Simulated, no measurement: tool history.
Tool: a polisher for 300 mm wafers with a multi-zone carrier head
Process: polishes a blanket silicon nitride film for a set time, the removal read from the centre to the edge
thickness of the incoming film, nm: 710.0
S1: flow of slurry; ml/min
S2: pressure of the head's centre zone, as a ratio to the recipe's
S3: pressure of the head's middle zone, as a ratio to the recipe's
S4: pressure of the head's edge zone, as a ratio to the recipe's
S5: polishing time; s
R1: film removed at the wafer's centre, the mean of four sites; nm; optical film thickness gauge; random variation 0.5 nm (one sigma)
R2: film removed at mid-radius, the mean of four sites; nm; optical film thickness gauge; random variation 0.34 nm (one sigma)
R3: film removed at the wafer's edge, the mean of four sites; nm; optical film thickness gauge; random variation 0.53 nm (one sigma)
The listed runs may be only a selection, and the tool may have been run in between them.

Run 1, hour 0: S1 285 ml/min, S2 1, S3 1, S4 1, S5 30 s. Result: R1 41.776 nm, R2 42.705 nm, R3 41.863 nm.
Run 2, hour 0.7: S1 285 ml/min, S2 1.01, S3 0.98, S4 0.99, S5 30 s. Result: R1 42.592 nm, R2 41.834 nm, R3 41.455 nm.
Run 3, hour 6: S1 315 ml/min, S2 1.01, S3 0.98, S4 0.99, S5 30 s. Result: R1 43.555 nm, R2 42.57 nm, R3 43.389 nm.
Run 4, hour 11.7: S1 315 ml/min, S2 1.01, S3 0.98, S4 0.95, S5 30 s. Result: R1 42.778 nm, R2 41.925 nm, R3 42.167 nm.
Run 5, hour 13.4: S1 305 ml/min, S2 1.02, S3 0.97, S4 0.94, S5 30 s. Result: R1 43.013 nm, R2 41.449 nm, R3 41.908 nm.
Run 6, hour 19: S1 295 ml/min, S2 1.03, S3 0.96, S4 0.93, S5 30 s. Result: R1 44.466 nm, R2 41.187 nm, R3 41.08 nm.

Forecast run 7:
Run 7, hour 23.8: S1 275 ml/min, S2 1.03, S3 0.86, S4 0.9, S5 29 s. Result: R1 ?, R2 ?, R3 ?.

R1: 41.809 nm
R2: 36.183 nm
R3: 39.627 nm
